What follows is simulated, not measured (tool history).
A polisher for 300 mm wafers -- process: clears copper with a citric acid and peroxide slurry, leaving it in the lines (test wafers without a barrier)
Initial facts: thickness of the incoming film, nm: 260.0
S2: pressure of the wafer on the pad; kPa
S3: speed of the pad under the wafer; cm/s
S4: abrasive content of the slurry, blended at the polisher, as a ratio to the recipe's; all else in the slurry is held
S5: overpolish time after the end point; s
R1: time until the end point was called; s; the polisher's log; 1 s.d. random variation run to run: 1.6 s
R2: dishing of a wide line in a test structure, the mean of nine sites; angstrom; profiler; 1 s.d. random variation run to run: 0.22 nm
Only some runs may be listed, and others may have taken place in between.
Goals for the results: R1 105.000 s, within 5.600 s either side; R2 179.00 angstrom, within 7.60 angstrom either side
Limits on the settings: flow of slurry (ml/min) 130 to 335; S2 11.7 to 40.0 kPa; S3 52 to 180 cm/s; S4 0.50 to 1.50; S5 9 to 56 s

run 1 hour=0.0 | flow_of_slurry_(ml/min)=215 S2=25.5 S3=116 S4=1.00 S5=29 | R1=104.510 R2=455.10
run 2 hour=4.8 | flow_of_slurry_(ml/min)=215 S2=28.3 S3=116 S4=1.00 S5=29 | R1=97.283 R2=482.72
run 3 hour=7.1 | flow_of_slurry_(ml/min)=215 S2=26.2 S3=120 S4=1.00 S5=26 | R1=99.062 R2=432.77
run 4 hour=9.4 | flow_of_slurry_(ml/min)=215 S2=26.2 S3=120 S4=1.00 S5=36 | R1=99.949 R2=552.56
run 5 hour=17.1 | flow_of_slurry_(ml/min)=205 S2=24.1 S3=126 S4=0.95 S5=32 | R1=98.915 R2=495.54
run 6 hour=25.8 | flow_of_slurry_(ml/min)=195 S2=22.8 S3=128 S4=0.90 S5=29 | R1=106.700 R2=439.68
run 7 hour=29.0 | flow_of_slurry_(ml/min)=215 S2=21.4 S3=128 S4=1.00 S5=26 | R1=109.870 R2=408.51
run 8 hour=31.0 | flow_of_slurry_(ml/min)=205 S2=22.1 S3=124 S4=0.95 S5=24 | R1=109.840 R2=369.10
run 9 hour=39.7 | flow_of_slurry_(ml/min)=195 S2=22.1 S3=122 S4=0.90 S5=22 | R1=113.250 R2=344.15
run 10 hour=45.1 | flow_of_slurry_(ml/min)=185 S2=22.1 S3=122 S4=0.85 S5=20 | R1=115.340 R2=302.32
run 11 hour=49.4 | flow_of_slurry_(ml/min)=180 S2=23.4 S3=118 S4=0.80 S5=19 | R1=117.620 R2=285.81
run 12 hour=52.3 | flow_of_slurry_(ml/min)=180 S2=23.4 S3=118 S4=0.80 S5=19 | R1=117.400 R2=283.77
run 13 hour=60.1 | flow_of_slurry_(ml/min)=185 S2=16.5 S3=150 S4=0.80 S5=9 | R1=116.830 R2=149.20
run 14 hour=65.6 | flow_of_slurry_(ml/min)=185 S2=17.2 S3=150 S4=0.80 S5=9 | R1=111.230 R2=152.13
run 15 hour=69.2 | flow_of_slurry_(ml/min)=185 S2=17.9 S3=148 S4=0.80 S5=9 | R1=109.460 R2=155.04
run 16 hour=74.4 | flow_of_slurry_(ml/min)=185 S2=17.9 S3=146 S4=0.80 S5=9 | R1=113.170 R2=153.23
run 17 hour=75.3 | flow_of_slurry_(ml/min)=185 S2=18.6 S3=146 S4=0.80 S5=9 | R1=108.460 R2=154.52
run 18 hour=76.4 | flow_of_slurry_(ml/min)=185 S2=18.6 S3=144 S4=0.80 S5=9 | R1=111.470 R2=157.19
run 19 hour=79.4 | flow_of_slurry_(ml/min)=185 S2=19.3 S3=144 S4=0.80 S5=9 | R1=110.430 R2=159.05
run 20 hour=81.5 | flow_of_slurry_(ml/min)=185 S2=20.0 S3=144 S4=0.80 S5=9 | R1=109.270 R2=160.38
run 21 hour=84.6 | flow_of_slurry_(ml/min)=185 S2=20.7 S3=144 S4=0.80 S5=9 | R1=102.070 R2=161.53
run 22 hour=90.4 | flow_of_slurry_(ml/min)=185 S2=20.7 S3=142 S4=0.80 S5=9 | R1=105.240 R2=163.41
run 23 hour=95.0 | flow_of_slurry_(ml/min)=185 S2=21.4 S3=138 S4=0.85 S5=9 | R1=108.990 R2=162.99
-- hour=96.1 slurry blender recalibrated
run 24 hour=96.1 | flow_of_slurry_(ml/min)=190 S2=21.4 S3=138 S4=0.85 S5=9 | R1=101.160 R2=170.34
run 25 hour=100.9 | flow_of_slurry_(ml/min)=190 S2=21.4 S3=138 S4=0.85 S5=9 | R1=97.010 R2=169.99
run 26 hour=102.3 | flow_of_slurry_(ml/min)=185 S2=19.3 S3=136 S4=0.85 S5=14 | R1=109.500 R2=235.00
run 27 hour=105.4 | flow_of_slurry_(ml/min)=190 S2=20.0 S3=136 S4=0.85 S5=14 | R1=108.040 R2=240.77
run 28 hour=111.8 | flow_of_slurry_(ml/min)=130 S2=13.1 S3=168 S4=0.85 S5=9 | R1=119.750 R2=145.54

5 candidate next runs follow, results not yet known. Just one meets every target within its allowed miss. Identify it.
run A hour=118.2 | flow_of_slurry_(ml/min)=165 S2=15.9 S3=166 S4=0.80 S5=10 | R1=? R2=?
run B hour=118.2 | flow_of_slurry_(ml/min)=130 S2=11.7 S3=152 S4=0.90 S5=14 | R1=? R2=?
run C hour=118.2 | flow_of_slurry_(ml/min)=130 S2=15.2 S3=146 S4=0.80 S5=11 | R1=? R2=?
run D hour=118.2 | flow_of_slurry_(ml/min)=130 S2=11.7 S3=148 S4=0.75 S5=15 | R1=? R2=?
run E hour=118.2 | flow_of_slurry_(ml/min)=130 S2=12.4 S3=160 S4=0.70 S5=14 | R1=? R2=?

move=A R1=103.940 R2=180.75
move=B R1=136.230 R2=191.01
move=C R1=126.790 R2=164.31
move=D R1=145.640 R2=191.40
move=E R1=133.400 R2=194.83
A: every result lands within tolerance
B: carries the result that was furthest off beyond its target, to the other side
C: closer than the last run, but not yet in spec
D: carries the result that was furthest off beyond its target, to the other side
E: carries the result that was furthest off beyond its target, to the other side
Move A is the one to make.
